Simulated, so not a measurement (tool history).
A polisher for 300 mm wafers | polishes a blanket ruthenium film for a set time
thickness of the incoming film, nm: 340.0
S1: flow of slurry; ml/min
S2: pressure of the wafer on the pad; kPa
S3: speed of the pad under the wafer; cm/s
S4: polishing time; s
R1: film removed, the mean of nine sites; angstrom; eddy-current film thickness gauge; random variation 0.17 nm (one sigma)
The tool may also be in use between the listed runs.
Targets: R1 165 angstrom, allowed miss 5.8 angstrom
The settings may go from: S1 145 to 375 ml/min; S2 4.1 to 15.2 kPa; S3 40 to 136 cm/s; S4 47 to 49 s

run,hour,S1,S2,S3,S4,R1
1,0,240,9.7,88,47,299.14
2,4.9,240,7.6,88,47,239.8
3,12.3,240,6.2,88,47,198.86
4,16.3,240,4.1,88,47,137.05
5,17.3,245,4.8,88,47,154.17
6,22.9,185,4.8,88,47,149.24
7,25.9,190,4.8,88,47,152.78
8,32.5,190,5.5,88,47,169.7

4 next moves are on the table. One of them brings every result within its allowed miss. Which?
A,39.1,195,5.5,88,48,?
B,39.1,170,4.8,96,48,?
C,39.1,210,6.2,80,47,?
D,39.1,280,5.5,88,47,?

move,R1
A,177.39
B,167.08
C,179.01
D,180.14
A: further off than the last run
B: meets every target
C: further off than the last run
D: further off than the last run
Move B is the one to make.

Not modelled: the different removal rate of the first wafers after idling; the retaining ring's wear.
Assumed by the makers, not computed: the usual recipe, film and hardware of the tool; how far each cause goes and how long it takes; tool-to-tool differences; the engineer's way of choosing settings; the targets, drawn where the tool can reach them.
